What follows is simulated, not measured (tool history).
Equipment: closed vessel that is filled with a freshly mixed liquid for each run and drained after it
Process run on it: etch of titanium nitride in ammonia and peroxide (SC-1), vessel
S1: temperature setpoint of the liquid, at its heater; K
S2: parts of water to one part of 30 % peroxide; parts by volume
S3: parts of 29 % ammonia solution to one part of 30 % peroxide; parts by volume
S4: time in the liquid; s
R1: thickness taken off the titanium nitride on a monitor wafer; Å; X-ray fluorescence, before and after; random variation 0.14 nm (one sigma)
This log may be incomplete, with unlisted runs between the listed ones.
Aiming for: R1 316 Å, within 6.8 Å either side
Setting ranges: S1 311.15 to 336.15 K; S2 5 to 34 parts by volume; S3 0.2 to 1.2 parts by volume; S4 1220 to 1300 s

run,day,S1,S2,S3,S4,R1
1,0,320.15,19,0.7,1220,608.89
2,0.338,320.15,22,0.7,1220,560.57
3,0.488,320.15,22,0.7,1300,600.63
4,0.675,318.15,22,0.7,1300,519.2
5,0.85,316.65,22,0.7,1300,465.02
6,1.233,316.65,22,0.7,1300,467.12
7,1.55,315.65,22,0.7,1300,432.07
8,1.608,314.65,22,0.7,1300,402.89
9,1.688,314.15,22,0.7,1300,387.28
10,1.879,313.65,22,0.7,1300,372.95
11,2.158,313.15,22,0.7,1300,359.73
12,2.279,312.65,22,0.7,1300,344.23
13,2.512,312.15,22,0.7,1300,333.97

Exactly one of the 4 candidate moves below puts every result within its allowed miss. Which one?
A,2.746,311.65,22,0.7,1265,?
B,2.746,311.15,23.5,1,1220,?
C,2.746,311.15,22,0.7,1240,?
D,2.746,311.15,21,0.65,1240,?

move,R1
A,312.47
B,298.33
C,295.02
D,298.69
A: meets every target
B: carries the result that was furthest off beyond its target, to the other side
C: carries the result that was furthest off beyond its target, to the other side
D: carries the result that was furthest off beyond its target, to the other side
The move that meets every target is A.
